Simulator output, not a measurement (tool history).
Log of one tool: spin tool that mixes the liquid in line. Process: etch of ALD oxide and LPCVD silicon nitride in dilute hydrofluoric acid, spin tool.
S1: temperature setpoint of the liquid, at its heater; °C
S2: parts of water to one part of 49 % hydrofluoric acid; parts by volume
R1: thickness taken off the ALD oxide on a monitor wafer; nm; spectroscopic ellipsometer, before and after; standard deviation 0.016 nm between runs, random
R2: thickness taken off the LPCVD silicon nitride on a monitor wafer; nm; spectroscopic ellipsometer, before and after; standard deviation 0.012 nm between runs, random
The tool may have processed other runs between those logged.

{"run": 1, "hour": 0.0, "S1": 20, "S2": 65, "time under the liquid (s)": 50, "R1": 7.1435, "R2": 0.2831}
{"run": 2, "hour": 2.8, "S1": 23, "S2": 65, "time under the liquid (s)": 50, "R1": 8.1186, "R2": 0.34183}
{"run": 3, "hour": 9.2, "S1": 25, "S2": 65, "time under the liquid (s)": 50, "R1": 8.7753, "R2": 0.37304}
{"run": 4, "hour": 17.5, "S1": 25, "S2": 65, "time under the liquid (s)": 60, "R1": 10.432, "R2": 0.48774}
{"run": 5, "hour": 21.8, "S1": 22, "S2": 65, "time under the liquid (s)": 60, "R1": 9.2285, "R2": 0.42847}
{"run": 6, "hour": 23.2, "S1": 22, "S2": 65, "time under the liquid (s)": 80, "R1": 12.42, "R2": 0.64762}

Run 7 comes next. What will it give?
{"run": 7, "hour": 25.4, "S1": 20.5, "S2": 80, "time under the liquid (s)": 70, "R1": "?", "R2": "?"}

Run 7 yielded R1 8.1317 nm, R2 0.33779 nm.
